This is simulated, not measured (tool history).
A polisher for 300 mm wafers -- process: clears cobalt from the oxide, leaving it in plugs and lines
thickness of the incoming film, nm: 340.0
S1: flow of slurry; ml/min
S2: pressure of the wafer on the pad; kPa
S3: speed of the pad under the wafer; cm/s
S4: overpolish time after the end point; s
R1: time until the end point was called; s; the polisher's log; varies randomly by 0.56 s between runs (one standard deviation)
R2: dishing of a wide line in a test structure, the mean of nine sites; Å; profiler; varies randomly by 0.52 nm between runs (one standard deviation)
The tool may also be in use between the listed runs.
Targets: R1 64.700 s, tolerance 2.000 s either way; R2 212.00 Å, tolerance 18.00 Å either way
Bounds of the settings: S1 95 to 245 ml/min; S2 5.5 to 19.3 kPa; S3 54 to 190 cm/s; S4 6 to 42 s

| run | day | S1 | S2 | S3 | S4 | R1 | R2 |
|---|---|---|---|---|---|---|---|
| 1 | 0.000 | 155 | 12.4 | 122 | 21 | 74.461 | 245.08 |
| 2 | 0.258 | 120 | 12.4 | 122 | 21 | 78.293 | 228.91 |
| 3 | 0.283 | 120 | 12.4 | 122 | 14 | 77.434 | 225.52 |
| 4 | 0.646 | 110 | 13.1 | 122 | 12 | 75.394 | 215.85 |
| 5 | 0.846 | 110 | 13.1 | 122 | 6 | 75.641 | 173.35 |
| 6 | 1.162 | 95 | 13.1 | 122 | 6 | 78.357 | 166.65 |
| 7 | 1.217 | 140 | 12.4 | 122 | 16 | 74.683 | 235.34 |
| 8 | 1.379 | 145 | 13.1 | 122 | 14 | 72.233 | 227.18 |
| 9 | 1.429 | 145 | 13.8 | 122 | 12 | 68.490 | 221.60 |
| 10 | 1.704 | 145 | 13.8 | 122 | 11 | 68.835 | 217.72 |
| 11 | 1.929 | 165 | 14.5 | 122 | 6 | 64.364 | 186.62 |

Which single option among these 4 for the next run brings every result within its allowed miss of target? Just one does.
| A | 2.154 | 185 | 13.8 | 126 | 6 | ? | ? |
| B | 2.154 | 180 | 13.8 | 116 | 11 | ? | ? |
| C | 2.154 | 165 | 13.1 | 132 | 9 | ? | ? |
| D | 2.154 | 125 | 14.5 | 138 | 6 | ? | ? |

| move | R1 | R2 |
|---|---|---|
| A | 64.395 | 181.64 |
| B | 70.031 | 214.42 |
| C | 65.251 | 207.75 |
| D | 60.181 | 186.56 |
A: the biggest miss grows against the last run
B: corrects the largest miss of the last run, while another result sits out of spec
C: each result inside its tolerance
D: the biggest miss grows against the last run
C is the move that brings every result within its allowed miss.
